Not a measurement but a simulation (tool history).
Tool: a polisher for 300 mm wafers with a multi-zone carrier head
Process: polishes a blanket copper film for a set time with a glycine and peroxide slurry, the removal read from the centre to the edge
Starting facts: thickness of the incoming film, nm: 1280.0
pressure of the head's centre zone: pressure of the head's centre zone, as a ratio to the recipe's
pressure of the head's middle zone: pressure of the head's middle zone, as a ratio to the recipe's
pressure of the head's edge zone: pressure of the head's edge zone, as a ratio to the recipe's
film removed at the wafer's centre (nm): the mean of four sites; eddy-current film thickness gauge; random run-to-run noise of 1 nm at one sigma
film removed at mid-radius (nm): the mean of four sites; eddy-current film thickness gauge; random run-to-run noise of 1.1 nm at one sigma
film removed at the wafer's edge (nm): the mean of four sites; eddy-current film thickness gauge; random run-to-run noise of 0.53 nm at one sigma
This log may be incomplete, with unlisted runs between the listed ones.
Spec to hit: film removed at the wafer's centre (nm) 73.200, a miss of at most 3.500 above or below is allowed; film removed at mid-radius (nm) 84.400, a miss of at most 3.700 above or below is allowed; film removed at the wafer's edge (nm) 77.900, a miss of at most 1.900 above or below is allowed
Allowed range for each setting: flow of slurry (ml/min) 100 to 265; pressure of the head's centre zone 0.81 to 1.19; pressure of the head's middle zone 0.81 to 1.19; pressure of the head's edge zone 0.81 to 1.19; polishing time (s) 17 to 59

run,hour,flow of slurry (ml/min),pressure of the head's centre zone,pressure of the head's middle zone,pressure of the head's edge zone,polishing time (s),film removed at the wafer's centre (nm),film removed at mid-radius (nm),film removed at the wafer's edge (nm)
1,0.0,170,1.00,1.00,1.00,38,156.100,154.910,154.970
2,3.5,170,1.00,1.06,1.00,38,154.860,164.280,157.040
3,4.2,150,0.97,1.05,0.95,32,127.870,135.520,126.970
4,6.5,135,0.93,1.04,0.93,28,106.620,116.300,106.430
5,12.8,165,0.93,1.04,0.93,28,105.290,119.470,109.140
6,19.6,165,0.90,1.01,0.90,26,93.648,108.910,101.440
7,28.5,155,0.89,1.00,0.87,24,88.217,97.080,90.509
8,34.0,155,0.87,0.99,0.85,23,81.188,92.585,86.280
9,39.5,130,0.87,0.98,0.81,20,68.842,78.494,71.597
10,48.3,170,0.85,0.98,0.83,20,70.309,81.256,74.830

Of the 5 settings listed for the next run, only one would bring every result within its allowed miss of target. Which one?
A,57.1,155,0.93,1.02,0.81,19,?,?,?
B,57.1,210,0.81,0.90,0.86,20,?,?,?
C,57.1,195,0.86,0.99,0.87,20,?,?,?
D,57.1,235,0.89,1.11,0.81,19,?,?,?
E,57.1,165,0.83,0.95,0.88,19,?,?,?

move,film removed at the wafer's centre (nm),film removed at mid-radius (nm),film removed at the wafer's edge (nm)
A,74.000,79.761,69.238
B,70.688,78.620,77.123
C,74.404,84.370,76.925
D,75.010,90.263,71.833
E,66.573,75.797,72.352
A: misses by more than the last run did
B: corrects the largest miss of the last run, while another result sits out of spec
C: each result inside its tolerance
D: misses by more than the last run did
E: misses by more than the last run did
Move C is the one to make.
